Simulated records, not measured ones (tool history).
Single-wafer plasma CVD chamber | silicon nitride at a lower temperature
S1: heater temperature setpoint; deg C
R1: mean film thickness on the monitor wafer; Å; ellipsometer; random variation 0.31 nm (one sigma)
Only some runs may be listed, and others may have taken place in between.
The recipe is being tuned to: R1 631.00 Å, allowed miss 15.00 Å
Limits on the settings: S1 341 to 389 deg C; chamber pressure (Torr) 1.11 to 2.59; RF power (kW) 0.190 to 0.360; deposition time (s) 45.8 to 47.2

Run 1, hour 0.0: S1 365 deg C, chamber pressure (Torr) 1.85, RF power (kW) 0.275, deposition time (s) 45.8. Result: R1 546.93 Å.
Run 2, hour 6.2: S1 365 deg C, chamber pressure (Torr) 1.85, RF power (kW) 0.245, deposition time (s) 45.8. Result: R1 500.68 Å.
Run 3, hour 8.9: S1 365 deg C, chamber pressure (Torr) 1.90, RF power (kW) 0.250, deposition time (s) 45.9. Result: R1 512.57 Å.
Run 4, hour 13.0: S1 365 deg C, chamber pressure (Torr) 1.75, RF power (kW) 0.250, deposition time (s) 45.9. Result: R1 505.06 Å.
Run 5, hour 19.9: S1 365 deg C, chamber pressure (Torr) 1.75, RF power (kW) 0.290, deposition time (s) 45.9. Result: R1 562.25 Å.
Run 6, hour 27.2: S1 365 deg C, chamber pressure (Torr) 1.80, RF power (kW) 0.290, deposition time (s) 45.9. Result: R1 564.69 Å.
Run 7, hour 31.5: S1 365 deg C, chamber pressure (Torr) 1.84, RF power (kW) 0.290, deposition time (s) 45.9. Result: R1 573.82 Å.
Run 8, hour 37.1: S1 365 deg C, chamber pressure (Torr) 1.88, RF power (kW) 0.290, deposition time (s) 45.9. Result: R1 566.82 Å.
Run 9, hour 46.0: S1 365 deg C, chamber pressure (Torr) 1.89, RF power (kW) 0.295, deposition time (s) 45.9. Result: R1 579.53 Å.
Run 10, hour 51.7: S1 365 deg C, chamber pressure (Torr) 1.92, RF power (kW) 0.295, deposition time (s) 45.9. Result: R1 579.53 Å.

Which single option among these 5 for the next run brings every result within its allowed miss of target? Just one does.
Run A, hour 57.4: S1 368 deg C, chamber pressure (Torr) 1.98, RF power (kW) 0.260, deposition time (s) 45.8. Result: R1 ?.
Run B, hour 57.4: S1 369 deg C, chamber pressure (Torr) 2.00, RF power (kW) 0.315, deposition time (s) 47.2. Result: R1 ?.
Run C, hour 57.4: S1 365 deg C, chamber pressure (Torr) 1.79, RF power (kW) 0.270, deposition time (s) 45.8. Result: R1 ?.
Run D, hour 57.4: S1 377 deg C, chamber pressure (Torr) 2.05, RF power (kW) 0.250, deposition time (s) 45.8. Result: R1 ?.
Run E, hour 57.4: S1 355 deg C, chamber pressure (Torr) 1.93, RF power (kW) 0.270, deposition time (s) 45.8. Result: R1 ?.

move      R1
   A  527.30
   B  624.51
   C  534.17
   D  512.87
   E  543.17
A: the biggest miss grows against the last run
B: meets every target
C: the biggest miss grows against the last run
D: the biggest miss grows against the last run
E: the biggest miss grows against the last run
The move that meets every target is B.
